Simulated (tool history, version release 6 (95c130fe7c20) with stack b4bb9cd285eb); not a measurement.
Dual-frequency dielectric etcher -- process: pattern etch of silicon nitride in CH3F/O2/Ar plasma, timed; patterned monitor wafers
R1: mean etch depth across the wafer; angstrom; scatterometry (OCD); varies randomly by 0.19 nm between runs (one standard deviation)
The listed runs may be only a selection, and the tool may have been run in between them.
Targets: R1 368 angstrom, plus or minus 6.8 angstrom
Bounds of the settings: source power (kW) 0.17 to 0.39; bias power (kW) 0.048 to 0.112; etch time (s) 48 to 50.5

run 1 hour=0 | source_power_(kW)=0.28 bias_power_(kW)=0.08 etch_time_(s)=48 | R1=322.9
run 2 hour=3.1 | source_power_(kW)=0.29 bias_power_(kW)=0.081 etch_time_(s)=48 | R1=332.25
run 3 hour=8.2 | source_power_(kW)=0.29 bias_power_(kW)=0.081 etch_time_(s)=48 | R1=333.96
run 4 hour=13 | source_power_(kW)=0.27 bias_power_(kW)=0.081 etch_time_(s)=48 | R1=318.96
run 5 hour=16.2 | source_power_(kW)=0.28 bias_power_(kW)=0.081 etch_time_(s)=48 | R1=325.11
run 6 hour=17.3 | source_power_(kW)=0.28 bias_power_(kW)=0.081 etch_time_(s)=48 | R1=326.96
run 7 hour=18.3 | source_power_(kW)=0.29 bias_power_(kW)=0.081 etch_time_(s)=48 | R1=331.95
run 8 hour=24.4 | source_power_(kW)=0.29 bias_power_(kW)=0.081 etch_time_(s)=48 | R1=334.37
run 9 hour=25.4 | source_power_(kW)=0.29 bias_power_(kW)=0.081 etch_time_(s)=48 | R1=331.57
run 10 hour=32.3 | source_power_(kW)=0.3 bias_power_(kW)=0.081 etch_time_(s)=48 | R1=340.31
run 11 hour=32.9 | source_power_(kW)=0.31 bias_power_(kW)=0.081 etch_time_(s)=48 | R1=347.42
run 12 hour=38.6 | source_power_(kW)=0.33 bias_power_(kW)=0.081 etch_time_(s)=48 | R1=359.21

Exactly one of the 5 candidate moves below puts every result within its allowed miss. Which one?
run A hour=44.3 | source_power_(kW)=0.34 bias_power_(kW)=0.074 etch_time_(s)=48 | R1=?
run B hour=44.3 | source_power_(kW)=0.32 bias_power_(kW)=0.074 etch_time_(s)=48.5 | R1=?
run C hour=44.3 | source_power_(kW)=0.36 bias_power_(kW)=0.08 etch_time_(s)=49.5 | R1=?
run D hour=44.3 | source_power_(kW)=0.34 bias_power_(kW)=0.097 etch_time_(s)=48 | R1=?
run E hour=44.3 | source_power_(kW)=0.33 bias_power_(kW)=0.089 etch_time_(s)=48 | R1=?

move=A R1=354.94
move=B R1=346.79
move=C R1=384.96
move=D R1=381.05
move=E R1=366.22
A: lands further from the targets than the last run did
B: lands further from the targets than the last run did
C: pushes the last run's worst result past its target
D: pushes the last run's worst result past its target
E: meets every target
Answer: E
